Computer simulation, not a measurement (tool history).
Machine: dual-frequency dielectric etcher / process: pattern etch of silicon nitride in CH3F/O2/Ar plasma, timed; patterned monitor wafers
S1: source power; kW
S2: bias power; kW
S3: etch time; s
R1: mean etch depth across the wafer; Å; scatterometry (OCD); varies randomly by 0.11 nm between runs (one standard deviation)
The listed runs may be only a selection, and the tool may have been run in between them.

{"run": 1, "hour": 0.0, "S1": 0.48, "S2": 0.081, "S3": 31.5, "R1": 241.81}
{"run": 2, "hour": 1.8, "S1": 0.48, "S2": 0.087, "S3": 31.5, "R1": 247.91}
{"run": 3, "hour": 10.5, "S1": 0.51, "S2": 0.088, "S3": 31.5, "R1": 253.91}
{"run": 4, "hour": 13.4, "S1": 0.53, "S2": 0.089, "S3": 31.5, "R1": 260.86}
{"run": 5, "hour": 19.6, "S1": 0.54, "S2": 0.089, "S3": 31.5, "R1": 262.19}
{"run": 6, "hour": 23.2, "S1": 0.54, "S2": 0.089, "S3": 29, "R1": 242.72}

For run 7, what comes out?
{"run": 7, "hour": 25.7, "S1": 0.64, "S2": 0.098, "S3": 29, "R1": "?"}

{"run 7": {"R1": 266.62}}
